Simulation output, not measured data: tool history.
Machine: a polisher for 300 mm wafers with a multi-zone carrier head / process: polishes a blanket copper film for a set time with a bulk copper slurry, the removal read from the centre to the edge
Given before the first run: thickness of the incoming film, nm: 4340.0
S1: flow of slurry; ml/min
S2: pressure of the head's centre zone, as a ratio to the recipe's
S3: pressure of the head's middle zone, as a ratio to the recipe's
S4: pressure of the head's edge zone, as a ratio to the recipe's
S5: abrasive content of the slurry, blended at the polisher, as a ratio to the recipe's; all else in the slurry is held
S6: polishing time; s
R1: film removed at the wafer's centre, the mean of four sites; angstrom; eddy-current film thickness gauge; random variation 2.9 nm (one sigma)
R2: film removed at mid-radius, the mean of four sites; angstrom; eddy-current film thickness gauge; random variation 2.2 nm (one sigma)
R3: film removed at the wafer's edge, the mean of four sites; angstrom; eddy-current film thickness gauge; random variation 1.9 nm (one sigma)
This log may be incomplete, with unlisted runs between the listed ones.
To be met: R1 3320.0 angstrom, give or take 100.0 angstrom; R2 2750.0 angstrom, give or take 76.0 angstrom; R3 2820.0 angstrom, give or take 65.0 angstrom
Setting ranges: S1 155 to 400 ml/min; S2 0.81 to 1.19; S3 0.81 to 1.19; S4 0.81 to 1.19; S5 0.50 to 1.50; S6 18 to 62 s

run 1 day=0.000 | S1=255 S2=1.00 S3=1.00 S4=1.00 S5=1.00 S6=40 | R1=5258.0 R2=5147.1 R3=5224.9
run 2 day=0.058 | S1=300 S2=1.00 S3=1.00 S4=1.00 S5=1.00 S6=40 | R1=5385.3 R2=5288.4 R3=5263.9
run 3 day=0.288 | S1=300 S2=1.00 S3=1.00 S4=1.00 S5=0.80 S6=40 | R1=5245.9 R2=5023.0 R3=4985.9
run 4 day=0.400 | S1=305 S2=1.00 S3=0.97 S4=0.97 S5=0.75 S6=37 | R1=4705.8 R2=4504.0 R3=4450.6
run 5 day=0.488 | S1=305 S2=0.95 S3=0.97 S4=0.97 S5=0.75 S6=37 | R1=4483.4 R2=4457.3 R3=4554.4
run 6 day=0.588 | S1=305 S2=0.95 S3=0.97 S4=0.97 S5=0.75 S6=42 | R1=5079.0 R2=5152.3 R3=5071.5
run 7 day=0.650 | S1=305 S2=0.97 S3=0.94 S4=0.94 S5=0.70 S6=39 | R1=4750.8 R2=4530.2 R3=4614.0
run 8 day=1.017 | S1=310 S2=0.99 S3=0.93 S4=0.92 S5=0.65 S6=36 | R1=4362.6 R2=4097.2 R3=4136.4
run 9 day=1.062 | S1=305 S2=1.01 S3=0.92 S4=0.90 S5=0.60 S6=34 | R1=4175.7 R2=3756.0 R3=3788.6
run 10 day=1.125 | S1=235 S2=1.02 S3=0.85 S4=0.81 S5=0.50 S6=26 | R1=2973.9 R2=2504.3 R3=2620.5
run 11 day=1.396 | S1=255 S2=1.02 S3=0.85 S4=0.81 S5=0.50 S6=26 | R1=2998.3 R2=2511.2 R3=2628.6
run 12 day=1.600 | S1=275 S2=1.02 S3=0.86 S4=0.82 S5=0.50 S6=26 | R1=3019.4 R2=2557.7 R3=2634.2
run 13 day=1.821 | S1=275 S2=1.03 S3=0.87 S4=0.84 S5=0.50 S6=26 | R1=3092.3 R2=2584.0 R3=2716.3
run 14 day=1.954 | S1=290 S2=1.04 S3=0.88 S4=0.84 S5=0.50 S6=26 | R1=3092.3 R2=2613.3 R3=2670.9
run 15 day=2.317 | S1=295 S2=1.05 S3=0.89 S4=0.85 S5=0.50 S6=26 | R1=3156.8 R2=2649.6 R3=2701.4
run 16 day=2.558 | S1=300 S2=1.05 S3=0.89 S4=0.86 S5=0.50 S6=26 | R1=3184.6 R2=2637.9 R3=2713.6
run 17 day=2.862 | S1=305 S2=1.05 S3=0.89 S4=0.87 S5=0.50 S6=26 | R1=3172.9 R2=2649.6 R3=2739.8
run 18 day=3.100 | S1=310 S2=1.05 S3=0.89 S4=0.88 S5=0.50 S6=26 | R1=3159.1 R2=2680.7 R3=2743.6
run 19 day=3.150 | S1=315 S2=1.06 S3=0.89 S4=0.89 S5=0.50 S6=26 | R1=3230.7 R2=2656.0 R3=2757.4
run 20 day=3.358 | S1=320 S2=1.06 S3=0.89 S4=0.89 S5=0.50 S6=26 | R1=3246.3 R2=2681.1 R3=2789.8

Of the 5 settings listed for the next run, only one would bring every result within its allowed miss of target. Which one?
run A day=3.567 | S1=220 S2=1.05 S3=0.87 S4=0.82 S5=0.85 S6=25 | R1=? R2=? R3=?
run B day=3.567 | S1=265 S2=1.03 S3=0.87 S4=0.84 S5=0.65 S6=25 | R1=? R2=? R3=?
run C day=3.567 | S1=275 S2=1.12 S3=0.87 S4=0.86 S5=0.50 S6=26 | R1=? R2=? R3=?
run D day=3.567 | S1=365 S2=0.98 S3=0.83 S4=0.92 S5=0.70 S6=24 | R1=? R2=? R3=?
run E day=3.567 | S1=230 S2=1.11 S3=0.87 S4=0.93 S5=0.80 S6=24 | R1=? R2=? R3=?

move=A R1=3278.2 R2=2766.0 R3=2832.6
move=B R1=3113.0 R2=2670.9 R3=2747.1
move=C R1=3339.8 R2=2631.2 R3=2733.4
move=D R1=2993.1 R2=2590.4 R3=2865.4
move=E R1=3306.9 R2=2635.2 R3=2853.4
A: all results in spec
B: the biggest miss grows against the last run
C: the biggest miss grows against the last run
D: the biggest miss grows against the last run
E: the biggest miss grows against the last run
So the answer is move A, the one that meets all the targets.
